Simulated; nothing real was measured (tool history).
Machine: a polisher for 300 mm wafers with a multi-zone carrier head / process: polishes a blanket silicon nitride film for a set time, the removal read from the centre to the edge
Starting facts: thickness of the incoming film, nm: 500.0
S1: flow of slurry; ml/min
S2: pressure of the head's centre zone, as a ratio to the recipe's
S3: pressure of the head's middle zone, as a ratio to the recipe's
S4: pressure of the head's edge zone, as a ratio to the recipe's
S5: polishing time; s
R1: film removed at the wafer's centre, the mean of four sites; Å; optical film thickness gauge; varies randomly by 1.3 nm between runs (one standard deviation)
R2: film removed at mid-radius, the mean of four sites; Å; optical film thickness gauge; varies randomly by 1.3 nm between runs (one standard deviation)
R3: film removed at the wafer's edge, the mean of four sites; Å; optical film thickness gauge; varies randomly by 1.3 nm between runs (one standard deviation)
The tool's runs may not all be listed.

run	hour	S1	S2	S3	S4	S5	R1	R2	R3
1	0.0	265	1.00	1.00	1.00	85	1257.9	1287.8	1262.4
2	1.0	290	1.03	1.06	0.99	89	1391.1	1422.2	1337.3
3	8.5	245	1.03	1.06	0.99	89	1350.0	1393.6	1306.8
4	15.5	245	1.03	0.98	0.99	89	1373.3	1326.9	1295.5
5	18.4	245	1.11	0.98	0.99	89	1473.4	1317.4	1300.7
6	25.3	245	1.11	0.98	0.93	89	1464.9	1322.3	1269.3

Estimate the outcome of run 7 from the log above:
7	30.0	265	1.10	1.04	0.90	93	?	?	?

R1: 1525.3 Å
R2: 1444.9 Å
R3: 1310.2 Å
